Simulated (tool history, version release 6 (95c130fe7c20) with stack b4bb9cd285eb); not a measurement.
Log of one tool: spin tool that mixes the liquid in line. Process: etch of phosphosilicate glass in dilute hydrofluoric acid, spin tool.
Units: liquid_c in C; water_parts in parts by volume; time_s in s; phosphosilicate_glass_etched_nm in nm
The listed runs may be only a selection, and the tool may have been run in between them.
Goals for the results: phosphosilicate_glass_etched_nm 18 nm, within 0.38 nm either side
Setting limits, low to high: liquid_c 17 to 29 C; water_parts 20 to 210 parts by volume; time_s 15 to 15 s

| run | hour | liquid_c | water_parts | time_s | phosphosilicate_glass_etched_nm |
|---|---|---|---|---|---|
| 1 | 0 | 21 | 115 | 15 | 14.057 |
| 2 | 4.3 | 22.5 | 115 | 15 | 14.952 |
| 3 | 7.1 | 22.5 | 115 | 15 | 14.824 |
| 4 | 11.3 | 24 | 115 | 15 | 15.748 |
| 5 | 14.7 | 24 | 80 | 15 | 23.68 |
| 6 | 22.7 | 24 | 80 | 15 | 23.639 |
| 7 | 23.4 | 22 | 80 | 15 | 21.99 |
| 8 | 25 | 20.5 | 80 | 15 | 20.509 |
| 9 | 31.3 | 19.5 | 80 | 15 | 19.776 |
| 10 | 40.2 | 19 | 80 | 15 | 19.292 |
| 11 | 47.4 | 18.5 | 80 | 15 | 19.001 |
| 12 | 52.2 | 18 | 80 | 15 | 18.52 |

Pick the move, out of 4, that brings all results within their allowed miss; only one does.
| A | 57 | 19 | 85 | 15 | ? |
| B | 57 | 17 | 75 | 15 | ? |
| C | 57 | 21.5 | 90 | 15 | ? |
| D | 57 | 19.5 | 80 | 15 | ? |

| move | phosphosilicate_glass_etched_nm |
|---|---|
| A | 18.084 |
| B | 19.039 |
| C | 18.83 |
| D | 19.731 |
A: meets every target
B: misses by more than the last run did
C: misses by more than the last run did
D: misses by more than the last run did
Answer: A
